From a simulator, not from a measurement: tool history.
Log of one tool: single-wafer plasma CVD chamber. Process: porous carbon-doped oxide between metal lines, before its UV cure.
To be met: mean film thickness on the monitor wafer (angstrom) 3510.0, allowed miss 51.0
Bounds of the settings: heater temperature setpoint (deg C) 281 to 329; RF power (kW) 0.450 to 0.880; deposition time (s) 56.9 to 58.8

run	hour	heater temperature setpoint (deg C)	RF power (kW)	deposition time (s)	mean film thickness on the monitor wafer (angstrom)
1	0.0	305	0.665	56.9	3752.8
2	5.7	301	0.665	56.9	3843.0
3	7.7	301	0.665	58.8	3935.1
4	11.3	304	0.660	58.8	3881.8
5	18.7	304	0.735	58.8	4206.9
6	26.7	307	0.725	58.8	4114.2
7	29.0	310	0.715	58.8	3956.9
8	33.2	312	0.715	58.8	3925.7
9	37.3	314	0.710	58.8	3866.5
10	39.0	316	0.705	58.8	3795.8

Which of these 5 next moves meets every target?
A	40.7	315	0.635	56.9	?
B	40.7	317	0.695	56.9	?
C	40.7	321	0.660	56.9	?
D	40.7	310	0.625	58.1	?
E	40.7	317	0.685	57.7	?

move	mean film thickness on the monitor wafer (angstrom)
A	3411.7
B	3633.9
C	3408.6
D	3535.1
E	3641.0
A: takes the result that was furthest off past its target
B: nearer than the last run, and not there yet
C: takes the result that was furthest off past its target
D: meets every target
E: nearer than the last run, and not there yet
Answer: D
